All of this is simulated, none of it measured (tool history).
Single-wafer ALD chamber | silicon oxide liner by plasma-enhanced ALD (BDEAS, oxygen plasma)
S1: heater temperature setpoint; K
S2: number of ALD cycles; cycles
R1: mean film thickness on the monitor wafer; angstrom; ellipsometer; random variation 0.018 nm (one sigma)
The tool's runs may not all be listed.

{"run": 1, "hour": 0.0, "S1": 583.15, "S2": 63, "R1": 56.736}
{"run": 2, "hour": 2.6, "S1": 593.15, "S2": 63, "R1": 55.292}
{"run": 3, "hour": 5.8, "S1": 594.15, "S2": 58, "R1": 51.02}
{"run": 4, "hour": 12.3, "S1": 594.15, "S2": 62, "R1": 54.993}
{"run": 5, "hour": 12.9, "S1": 594.15, "S2": 65, "R1": 57.01}
{"run": 6, "hour": 19.0, "S1": 594.15, "S2": 72, "R1": 63.021}
{"run": 7, "hour": 22.3, "S1": 598.15, "S2": 62, "R1": 53.911}

The next listed run, before its measurement:
{"run": 8, "hour": 23.2, "S1": 599.15, "S2": 58, "R1": "?"}

{"run 8": {"R1": 50.32}}
